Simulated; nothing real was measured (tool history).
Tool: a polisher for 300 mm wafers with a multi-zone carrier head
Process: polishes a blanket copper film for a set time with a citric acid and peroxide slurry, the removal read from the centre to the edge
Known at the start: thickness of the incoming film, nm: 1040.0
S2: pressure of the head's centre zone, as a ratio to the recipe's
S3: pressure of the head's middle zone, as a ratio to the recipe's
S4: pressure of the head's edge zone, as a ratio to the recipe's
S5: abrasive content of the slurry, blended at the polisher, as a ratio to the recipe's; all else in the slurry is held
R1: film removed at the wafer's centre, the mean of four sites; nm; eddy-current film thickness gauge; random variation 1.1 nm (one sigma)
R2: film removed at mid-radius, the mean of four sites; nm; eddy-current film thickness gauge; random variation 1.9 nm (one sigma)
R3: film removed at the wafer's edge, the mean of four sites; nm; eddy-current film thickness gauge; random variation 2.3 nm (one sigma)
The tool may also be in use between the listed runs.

{"run": 1, "hour": 0.0, "flow of slurry (ml/min)": 140, "S2": 1, "S3": 1, "S4": 1, "S5": 1, "polishing time (s)": 58, "R1": 192.43, "R2": 196.48, "R3": 201.96}
{"run": 2, "hour": 8.5, "flow of slurry (ml/min)": 140, "S2": 1, "S3": 1, "S4": 0.94, "S5": 1, "polishing time (s)": 58, "R1": 188.06, "R2": 195.62, "R3": 189.85}
{"run": 3, "hour": 10.9, "flow of slurry (ml/min)": 140, "S2": 1, "S3": 1, "S4": 0.94, "S5": 0.8, "polishing time (s)": 58, "R1": 181.6, "R2": 188.73, "R3": 183.54}
{"run": 4, "hour": 12.0, "flow of slurry (ml/min)": 135, "S2": 0.98, "S3": 0.99, "S4": 0.94, "S5": 0.8, "polishing time (s)": 58, "R1": 176.3, "R2": 182.1, "R3": 183.89}
{"run": 5, "hour": 14.8, "flow of slurry (ml/min)": 120, "S2": 0.98, "S3": 0.99, "S4": 0.94, "S5": 0.8, "polishing time (s)": 58, "R1": 168.73, "R2": 174.4, "R3": 178.18}
{"run": 6, "hour": 17.1, "flow of slurry (ml/min)": 120, "S2": 1.02, "S3": 0.99, "S4": 0.94, "S5": 0.8, "polishing time (s)": 58, "R1": 174.5, "R2": 177.24, "R3": 176.01}
{"run": 7, "hour": 20.1, "flow of slurry (ml/min)": 120, "S2": 1.02, "S3": 0.99, "S4": 0.94, "S5": 0.8, "polishing time (s)": 58, "R1": 175.64, "R2": 181.83, "R3": 174.12}
{"run": 8, "hour": 26.9, "flow of slurry (ml/min)": 115, "S2": 1, "S3": 1.01, "S4": 0.94, "S5": 0.8, "polishing time (s)": 58, "R1": 173.35, "R2": 175.02, "R3": 176.74}
{"run": 9, "hour": 29.6, "flow of slurry (ml/min)": 125, "S2": 0.97, "S3": 0.98, "S4": 0.92, "S5": 0.8, "polishing time (s)": 58, "R1": 169.35, "R2": 176.21, "R3": 172.4}
{"run": 10, "hour": 31.6, "flow of slurry (ml/min)": 125, "S2": 0.97, "S3": 0.98, "S4": 0.92, "S5": 0.8, "polishing time (s)": 58, "R1": 172.49, "R2": 180.97, "R3": 176.84}

Run 11 comes next. What will it give?
{"hour": 38.0, "done": "worn pad replaced by a new one"}
{"run": 11, "hour": 38.0, "flow of slurry (ml/min)": 120, "S2": 0.94, "S3": 0.99, "S4": 0.91, "S5": 0.8, "polishing time (s)": 58, "R1": "?", "R2": "?", "R3": "?"}

R1: 180.17 nm
R2: 196.7 nm
R3: 198.68 nm
